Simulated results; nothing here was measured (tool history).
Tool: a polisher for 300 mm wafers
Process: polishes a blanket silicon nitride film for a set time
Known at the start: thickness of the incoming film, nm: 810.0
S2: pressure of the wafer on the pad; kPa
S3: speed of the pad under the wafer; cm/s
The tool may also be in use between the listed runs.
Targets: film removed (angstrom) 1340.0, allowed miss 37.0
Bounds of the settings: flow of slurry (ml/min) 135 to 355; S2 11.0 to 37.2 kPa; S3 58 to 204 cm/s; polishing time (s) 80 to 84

Run 1, hour 0.0: flow of slurry (ml/min) 225, S2 24.1 kPa, S3 130 cm/s, polishing time (s) 80. Result: film removed (angstrom) 1781.8.
Run 2, hour 1.3: flow of slurry (ml/min) 200, S2 24.1 kPa, S3 130 cm/s, polishing time (s) 80. Result: film removed (angstrom) 1757.9.
Run 3, hour 6.9: flow of slurry (ml/min) 240, S2 24.1 kPa, S3 130 cm/s, polishing time (s) 80. Result: film removed (angstrom) 1815.0.
Run 4, hour 10.1: flow of slurry (ml/min) 285, S2 24.1 kPa, S3 130 cm/s, polishing time (s) 80. Result: film removed (angstrom) 1850.5.
Run 5, hour 17.0: flow of slurry (ml/min) 285, S2 27.6 kPa, S3 130 cm/s, polishing time (s) 80. Result: film removed (angstrom) 2112.1.
At hour 25.9: slurry nozzle cleaned.
Run 6, hour 25.9: flow of slurry (ml/min) 255, S2 27.6 kPa, S3 130 cm/s, polishing time (s) 80. Result: film removed (angstrom) 2187.3.
Run 7, hour 29.9: flow of slurry (ml/min) 255, S2 25.5 kPa, S3 130 cm/s, polishing time (s) 80. Result: film removed (angstrom) 2010.4.
Run 8, hour 34.4: flow of slurry (ml/min) 250, S2 24.1 kPa, S3 130 cm/s, polishing time (s) 80. Result: film removed (angstrom) 1947.3.

4 next moves are on the table. One of them brings every result within its allowed miss. Which?
Run A, hour 38.9: flow of slurry (ml/min) 165, S2 25.5 kPa, S3 80 cm/s, polishing time (s) 80. Result: film removed (angstrom) ?.
Run B, hour 38.9: flow of slurry (ml/min) 230, S2 18.6 kPa, S3 100 cm/s, polishing time (s) 81. Result: film removed (angstrom) ?.
Run C, hour 38.9: flow of slurry (ml/min) 305, S2 25.5 kPa, S3 88 cm/s, polishing time (s) 80. Result: film removed (angstrom) ?.
Run D, hour 38.9: flow of slurry (ml/min) 180, S2 16.5 kPa, S3 76 cm/s, polishing time (s) 80. Result: film removed (angstrom) ?.

move  film removed (angstrom)
   A                   1551.1
   B                   1349.0
   C                   1730.9
   D                   1035.0
A: nearer than the last run, and not there yet
B: meets every target
C: nearer than the last run, and not there yet
D: takes the result that was furthest off past its target
The right move is B.
